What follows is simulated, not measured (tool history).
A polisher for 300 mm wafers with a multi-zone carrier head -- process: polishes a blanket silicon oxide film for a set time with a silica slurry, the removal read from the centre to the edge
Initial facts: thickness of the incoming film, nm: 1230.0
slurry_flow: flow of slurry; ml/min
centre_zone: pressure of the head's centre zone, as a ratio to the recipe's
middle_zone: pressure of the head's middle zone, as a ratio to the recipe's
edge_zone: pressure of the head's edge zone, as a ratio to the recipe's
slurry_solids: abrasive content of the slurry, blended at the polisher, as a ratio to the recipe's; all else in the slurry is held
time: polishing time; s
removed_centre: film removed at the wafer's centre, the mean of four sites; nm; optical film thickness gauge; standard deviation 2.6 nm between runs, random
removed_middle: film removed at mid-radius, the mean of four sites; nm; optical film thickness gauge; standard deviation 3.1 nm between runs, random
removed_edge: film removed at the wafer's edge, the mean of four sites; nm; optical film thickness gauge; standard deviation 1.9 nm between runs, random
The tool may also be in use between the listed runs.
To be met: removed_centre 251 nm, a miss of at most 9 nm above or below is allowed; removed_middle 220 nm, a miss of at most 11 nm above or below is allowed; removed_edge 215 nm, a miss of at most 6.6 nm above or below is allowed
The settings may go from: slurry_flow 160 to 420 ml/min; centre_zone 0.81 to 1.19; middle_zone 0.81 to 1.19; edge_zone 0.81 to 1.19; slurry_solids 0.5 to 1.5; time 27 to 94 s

Run 1, hour 0: slurry_flow 270 ml/min, centre_zone 1, middle_zone 1, edge_zone 1, slurry_solids 1, time 60 s. Result: removed_centre 182.27 nm, removed_middle 181.41 nm, removed_edge 178.16 nm.
Run 2, hour 6.2: slurry_flow 270 ml/min, centre_zone 1, middle_zone 1, edge_zone 1.08, slurry_solids 1, time 60 s. Result: removed_centre 184.47 nm, removed_middle 178.97 nm, removed_edge 190.48 nm.
Run 3, hour 8.3: slurry_flow 270 ml/min, centre_zone 1, middle_zone 1, edge_zone 1.15, slurry_solids 1, time 60 s. Result: removed_centre 183.61 nm, removed_middle 177.92 nm, removed_edge 191.48 nm.
Run 4, hour 10: slurry_flow 270 ml/min, centre_zone 1.08, middle_zone 1, edge_zone 1.15, slurry_solids 1, time 60 s. Result: removed_centre 198.83 nm, removed_middle 180.19 nm, removed_edge 195.64 nm.
Run 5, hour 13.7: slurry_flow 270 ml/min, centre_zone 1.08, middle_zone 1, edge_zone 1.18, slurry_solids 1, time 60 s. Result: removed_centre 198.43 nm, removed_middle 179.53 nm, removed_edge 197 nm.
Run 6, hour 21.9: slurry_flow 270 ml/min, centre_zone 1.08, middle_zone 1, edge_zone 1.18, slurry_solids 0.85, time 60 s. Result: removed_centre 178.43 nm, removed_middle 158.98 nm, removed_edge 177.01 nm.
Run 7, hour 25.7: slurry_flow 285 ml/min, centre_zone 1.11, middle_zone 1.02, edge_zone 1.16, slurry_solids 0.9, time 60 s. Result: removed_centre 196.5 nm, removed_middle 171.95 nm, removed_edge 184.42 nm.
Run 8, hour 32.4: slurry_flow 285 ml/min, centre_zone 1.11, middle_zone 1.02, edge_zone 1.16, slurry_solids 0.9, time 60 s. Result: removed_centre 193.11 nm, removed_middle 172.3 nm, removed_edge 183.54 nm.
Run 9, hour 37.2: slurry_flow 295 ml/min, centre_zone 1.13, middle_zone 1.03, edge_zone 1.15, slurry_solids 0.95, time 60 s. Result: removed_centre 202.25 nm, removed_middle 180.93 nm, removed_edge 186.34 nm.
Run 10, hour 43.7: slurry_flow 300 ml/min, centre_zone 1.15, middle_zone 1.03, edge_zone 1.14, slurry_solids 1, time 60 s. Result: removed_centre 215.22 nm, removed_middle 188.3 nm, removed_edge 194.41 nm.

Which single option among these 5 for the next run brings every result within its allowed miss of target? Just one does.
Run A, hour 50.2: slurry_flow 265 ml/min, centre_zone 0.81, middle_zone 1.08, edge_zone 1.19, slurry_solids 1.1, time 65 s. Result: removed_centre ?, removed_middle ?, removed_edge ?.
Run B, hour 50.2: slurry_flow 275 ml/min, centre_zone 1.13, middle_zone 1, edge_zone 1.16, slurry_solids 0.95, time 55 s. Result: removed_centre ?, removed_middle ?, removed_edge ?.
Run C, hour 50.2: slurry_flow 320 ml/min, centre_zone 1.19, middle_zone 1.1, edge_zone 1.11, slurry_solids 0.95, time 69 s. Result: removed_centre ?, removed_middle ?, removed_edge ?.
Run D, hour 50.2: slurry_flow 390 ml/min, centre_zone 1.1, middle_zone 1.18, edge_zone 1, slurry_solids 1.05, time 58 s. Result: removed_centre ?, removed_middle ?, removed_edge ?.
Run E, hour 50.2: slurry_flow 160 ml/min, centre_zone 0.94, middle_zone 0.81, edge_zone 1.19, slurry_solids 1.1, time 69 s. Result: removed_centre ?, removed_middle ?, removed_edge ?.

move  removed_centre  removed_middle  removed_edge
   A          168.34          218.18        223.33
   B          183.25           158.8        171.51
   C           246.7          219.49        212.66
   D          207.77          212.17        182.73
   E           188.6          167.36        223.64
A: misses by more than the last run did
B: misses by more than the last run did
C: meets every target
D: misses by more than the last run did
E: misses by more than the last run did
C meets every target.
